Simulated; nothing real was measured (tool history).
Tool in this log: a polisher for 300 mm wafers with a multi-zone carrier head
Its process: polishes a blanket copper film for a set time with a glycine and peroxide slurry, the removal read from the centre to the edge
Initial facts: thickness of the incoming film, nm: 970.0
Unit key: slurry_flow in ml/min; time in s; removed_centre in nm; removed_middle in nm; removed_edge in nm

run 1 hour=0 | slurry_flow=160 centre_zone=1 middle_zone=1 edge_zone=1 time=37 | removed_centre=205.42 removed_middle=202.82 removed_edge=210.56
run 2 hour=1.3 | slurry_flow=160 centre_zone=1 middle_zone=1 edge_zone=0.95 time=37 | removed_centre=210.44 removed_middle=203.67 removed_edge=202.68
run 3 hour=5.9 | slurry_flow=160 centre_zone=0.94 middle_zone=1 edge_zone=0.95 time=37 | removed_centre=195.98 removed_middle=200.9 removed_edge=208.87
run 4 hour=9.4 | slurry_flow=160 centre_zone=1.01 middle_zone=1 edge_zone=0.95 time=37 | removed_centre=208.01 removed_middle=199.85 removed_edge=206.27
run 5 hour=11.2 | slurry_flow=160 centre_zone=1.01 middle_zone=0.94 edge_zone=0.95 time=37 | removed_centre=208.43 removed_middle=189.21 removed_edge=208.29
run 6 hour=17.4 | slurry_flow=195 centre_zone=1.01 middle_zone=0.94 edge_zone=0.95 time=37 | removed_centre=209.27 removed_middle=197.81 removed_edge=214.08

Forecast run 7:
run 7 hour=24.4 | slurry_flow=195 centre_zone=1 middle_zone=0.96 edge_zone=0.94 time=36 | removed_centre=? removed_middle=? removed_edge=?

{"run 7": {"removed_centre": 205.32, "removed_middle": 191.54, "removed_edge": 202.65}}
